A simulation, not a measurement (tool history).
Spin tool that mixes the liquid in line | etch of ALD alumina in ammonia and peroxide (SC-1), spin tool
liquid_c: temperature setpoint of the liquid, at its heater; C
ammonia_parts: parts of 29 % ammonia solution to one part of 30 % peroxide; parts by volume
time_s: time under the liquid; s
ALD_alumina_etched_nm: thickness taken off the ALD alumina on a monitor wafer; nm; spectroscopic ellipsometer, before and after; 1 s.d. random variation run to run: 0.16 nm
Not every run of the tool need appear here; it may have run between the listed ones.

| run | hour | liquid_c | ammonia_parts | time_s | ALD_alumina_etched_nm |
|---|---|---|---|---|---|
| 1 | 0 | 61 | 0.85 | 305 | 17.977 |
| 2 | 7.5 | 62 | 0.85 | 305 | 18.779 |
| 3 | 11.4 | 63 | 0.85 | 305 | 19.618 |
| 4 | 15.3 | 57.5 | 0.85 | 305 | 14.887 |
| 5 | 18.3 | 57.5 | 0.85 | 325 | 15.858 |
| 6 | 22 | 57.5 | 0.85 | 305 | 14.774 |
| 7 | 23.8 | 59 | 0.85 | 305 | 16.04 |
| 8 | 31.8 | 60 | 0.85 | 305 | 16.925 |

The next listed run, before its measurement:
| 9 | 35.4 | 61 | 0.85 | 305 | ? |

ALD_alumina_etched_nm: 17.692 nm
